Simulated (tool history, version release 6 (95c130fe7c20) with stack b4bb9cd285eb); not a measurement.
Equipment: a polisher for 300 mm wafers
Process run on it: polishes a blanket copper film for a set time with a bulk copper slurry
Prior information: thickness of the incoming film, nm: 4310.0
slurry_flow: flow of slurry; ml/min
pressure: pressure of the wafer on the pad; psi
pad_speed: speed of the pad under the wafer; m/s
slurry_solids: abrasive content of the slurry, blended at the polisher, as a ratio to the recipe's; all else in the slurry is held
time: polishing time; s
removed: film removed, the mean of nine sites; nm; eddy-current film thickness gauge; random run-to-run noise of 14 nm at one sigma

run 1 hour=0.0 | slurry_flow=300 pressure=3.3 pad_speed=1.24 slurry_solids=1.0 time=61 | removed=641.86
run 2 hour=1.3 | slurry_flow=300 pressure=3.5 pad_speed=1.24 slurry_solids=1.0 time=61 | removed=680.19
run 3 hour=5.4 | slurry_flow=300 pressure=3.5 pad_speed=1.24 slurry_solids=1.0 time=55 | removed=608.24
run 4 hour=13.5 | slurry_flow=300 pressure=3.5 pad_speed=1.24 slurry_solids=1.0 time=55 | removed=623.64
-- hour=14.7 slurry nozzle cleaned
run 5 hour=14.7 | slurry_flow=300 pressure=3.5 pad_speed=1.50 slurry_solids=1.0 time=55 | removed=752.78
run 6 hour=19.8 | slurry_flow=300 pressure=3.6 pad_speed=1.50 slurry_solids=1.0 time=55 | removed=757.48
run 7 hour=24.0 | slurry_flow=300 pressure=3.7 pad_speed=1.50 slurry_solids=1.0 time=55 | removed=771.79
run 8 hour=30.2 | slurry_flow=300 pressure=3.9 pad_speed=1.50 slurry_solids=1.0 time=55 | removed=830.02

Estimate the outcome of run 9 from the log above:
run 9 hour=33.2 | slurry_flow=300 pressure=4.0 pad_speed=1.50 slurry_solids=1.0 time=55 | removed=?

{"run 9": {"removed": 825.26}}

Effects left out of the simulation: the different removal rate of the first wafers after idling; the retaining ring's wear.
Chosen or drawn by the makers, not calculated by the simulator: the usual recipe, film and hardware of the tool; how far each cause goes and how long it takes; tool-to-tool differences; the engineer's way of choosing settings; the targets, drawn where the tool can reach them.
